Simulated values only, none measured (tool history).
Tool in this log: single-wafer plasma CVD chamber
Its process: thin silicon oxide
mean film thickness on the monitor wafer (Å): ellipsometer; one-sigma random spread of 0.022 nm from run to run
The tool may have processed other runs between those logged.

| run | hour | heater temperature setpoint (°C) | chamber pressure (Pa) | RF power (kW) | deposition time (s) | mean film thickness on the monitor wafer (Å) |
|---|---|---|---|---|---|---|
| 1 | 0 | 395 | 123.6 | 0.23 | 4.3 | 85.24 |
| 2 | 3.8 | 395 | 123.6 | 0.255 | 4.3 | 89.722 |
| 3 | 9 | 385 | 123.6 | 0.255 | 4.3 | 90.038 |
| 4 | 11.4 | 385 | 142.4 | 0.255 | 4.3 | 98.741 |
| 5 | 13.3 | 385 | 153.7 | 0.255 | 4.3 | 103.59 |
| 6 | 18.2 | 385 | 143.7 | 0.25 | 4.29 | 98.247 |
| 7 | 19.7 | 385 | 134.8 | 0.245 | 4.28 | 93.695 |
| 8 | 24.1 | 385 | 126.7 | 0.24 | 4.27 | 88.569 |
| 9 | 30.6 | 385 | 120.1 | 0.24 | 4.27 | 85.756 |
| 10 | 32.6 | 385 | 114.5 | 0.24 | 4.27 | 82.125 |

Predict the results of run 11:
| 11 | 38.5 | 385 | 110.4 | 0.24 | 4.27 | ? |

Logged for run 11: mean film thickness on the monitor wafer (Å) 80.154.
